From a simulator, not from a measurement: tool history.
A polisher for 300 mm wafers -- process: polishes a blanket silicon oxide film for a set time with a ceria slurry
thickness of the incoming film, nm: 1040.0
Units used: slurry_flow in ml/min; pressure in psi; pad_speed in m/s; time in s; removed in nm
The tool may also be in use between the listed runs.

Run 1, day 0.000: slurry_flow 160 ml/min, pressure 2.9 psi, pad_speed 1.20 m/s, time 59 s. Result: removed 318.92 nm.
Run 2, day 0.325: slurry_flow 160 ml/min, pressure 2.7 psi, pad_speed 1.20 m/s, time 59 s. Result: removed 292.33 nm.
Run 3, day 0.692: slurry_flow 160 ml/min, pressure 2.7 psi, pad_speed 1.20 m/s, time 62 s. Result: removed 310.13 nm.
Run 4, day 0.838: slurry_flow 160 ml/min, pressure 2.6 psi, pad_speed 1.20 m/s, time 62 s. Result: removed 299.80 nm.
Run 5, day 0.892: slurry_flow 160 ml/min, pressure 2.5 psi, pad_speed 1.20 m/s, time 62 s. Result: removed 282.42 nm.
Run 6, day 1.042: slurry_flow 190 ml/min, pressure 2.5 psi, pad_speed 1.20 m/s, time 62 s. Result: removed 294.71 nm.
Run 7, day 1.200: slurry_flow 190 ml/min, pressure 2.5 psi, pad_speed 1.20 m/s, time 62 s. Result: removed 291.19 nm.

Predict the results of run 8:
Run 8, day 1.438: slurry_flow 190 ml/min, pressure 2.4 psi, pad_speed 1.20 m/s, time 62 s. Result: removed ?.

removed: 283.84 nm

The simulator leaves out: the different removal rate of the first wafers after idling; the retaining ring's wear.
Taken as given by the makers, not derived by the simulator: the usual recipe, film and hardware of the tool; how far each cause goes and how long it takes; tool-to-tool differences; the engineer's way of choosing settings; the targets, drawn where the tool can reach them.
